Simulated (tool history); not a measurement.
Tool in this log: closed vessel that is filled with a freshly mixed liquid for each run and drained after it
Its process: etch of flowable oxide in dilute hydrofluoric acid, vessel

run  hour  temperature setpoint of the liquid (C)  parts of water to one part of 49 % hydrofluoric acid (parts by volume)  time in the liquid (s)  thickness taken off the flowable oxide on a monitor wafer (Å)
  1   0.0                                    21.0                                                                     120                     100                                                         266.60
  2   8.7                                    22.5                                                                     120                     100                                                         281.46
  3  11.4                                    20.0                                                                     120                     100                                                         255.52
  4  13.5                                    22.5                                                                     105                     100                                                         330.17
  5  18.4                                    20.5                                                                     105                     100                                                         300.67
  6  22.1                                    20.5                                                                     105                     110                                                         336.76
  7  28.0                                    23.0                                                                     100                     110                                                         389.71
  8  34.3                                    25.0                                                                      95                     110                                                         446.00
  9  36.9                                    26.0                                                                      90                     110                                                         498.39
 10  38.8                                    27.0                                                                      90                     110                                                         518.13

Predict the results of run 11:
 11  42.0                                    27.5                                                                      90                     110                                                              ?

{"run 11": {"thickness taken off the flowable oxide on a monitor wafer (Å)": 522.43}}

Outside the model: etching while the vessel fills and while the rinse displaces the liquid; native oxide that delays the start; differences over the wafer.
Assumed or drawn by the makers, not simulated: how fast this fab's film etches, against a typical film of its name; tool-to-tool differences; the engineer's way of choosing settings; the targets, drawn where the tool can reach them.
